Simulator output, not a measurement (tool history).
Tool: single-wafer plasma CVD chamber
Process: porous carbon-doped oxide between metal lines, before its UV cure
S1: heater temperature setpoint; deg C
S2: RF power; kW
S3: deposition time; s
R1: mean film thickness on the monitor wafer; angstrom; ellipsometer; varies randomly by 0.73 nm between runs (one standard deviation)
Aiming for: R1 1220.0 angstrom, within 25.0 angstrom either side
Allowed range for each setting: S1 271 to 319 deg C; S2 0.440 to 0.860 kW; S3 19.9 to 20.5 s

run    day   S1     S2    S3      R1
  1  0.000  295  0.650  19.9  1405.9
  2  0.196  304  0.650  19.9  1317.5
  3  0.300  304  0.685  19.9  1353.5
  4  0.358  295  0.685  19.9  1451.4
  5  0.392  300  0.685  19.9  1384.1
     0.688  -- RF generator calibrated
  6  0.688  309  0.685  19.9  1365.5
  7  0.938  311  0.655  19.9  1306.7
  8  1.158  311  0.655  19.9  1308.5
  9  1.496  313  0.635  19.9  1276.1
 10  1.646  314  0.625  19.9  1267.1
 11  2.012  315  0.615  19.9  1249.3

5 next moves are on the table. One of them brings every result within its allowed miss. Which?
  A  2.379  312  0.605  20.1   ?
  B  2.379  318  0.630  20.5   ?
  C  2.379  304  0.520  19.9   ?
  D  2.379  316  0.645  20.5   ?
  E  2.379  317  0.620  20.5   ?

move      R1
   A  1272.8
   B  1279.2
   C  1225.3
   D  1310.1
   E  1275.8
A: further off than the last run
B: further off than the last run
C: each result inside its tolerance
D: further off than the last run
E: further off than the last run
The move that meets every target is C.
